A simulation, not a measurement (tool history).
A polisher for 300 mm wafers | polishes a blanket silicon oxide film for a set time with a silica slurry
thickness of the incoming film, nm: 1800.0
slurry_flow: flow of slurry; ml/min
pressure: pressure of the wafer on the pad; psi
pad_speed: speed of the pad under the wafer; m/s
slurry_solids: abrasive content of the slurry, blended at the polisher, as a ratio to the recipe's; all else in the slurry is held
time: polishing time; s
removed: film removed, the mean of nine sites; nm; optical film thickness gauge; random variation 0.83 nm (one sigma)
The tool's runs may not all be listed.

run 1 hour=0 | slurry_flow=315 pressure=3.3 pad_speed=1.14 slurry_solids=1 time=50 | removed=131.69
run 2 hour=4.7 | slurry_flow=315 pressure=3.1 pad_speed=1.14 slurry_solids=1 time=50 | removed=123.81
run 3 hour=12.8 | slurry_flow=315 pressure=3.1 pad_speed=1.14 slurry_solids=1.1 time=50 | removed=128.71
run 4 hour=18.5 | slurry_flow=315 pressure=3.1 pad_speed=1.14 slurry_solids=1.1 time=45 | removed=117.27
run 5 hour=23.5 | slurry_flow=315 pressure=3 pad_speed=1.14 slurry_solids=1.1 time=45 | removed=114.18
run 6 hour=27.2 | slurry_flow=315 pressure=3 pad_speed=1.14 slurry_solids=1.25 time=45 | removed=120.41
run 7 hour=33.6 | slurry_flow=315 pressure=2.9 pad_speed=1.14 slurry_solids=1.25 time=45 | removed=119.52
run 8 hour=39 | slurry_flow=315 pressure=2.8 pad_speed=1.14 slurry_solids=1.25 time=45 | removed=115.96

The next listed run, before its measurement:
run 9 hour=44 | slurry_flow=315 pressure=2.7 pad_speed=1.14 slurry_solids=1.25 time=45 | removed=?

removed: 114.04 nm
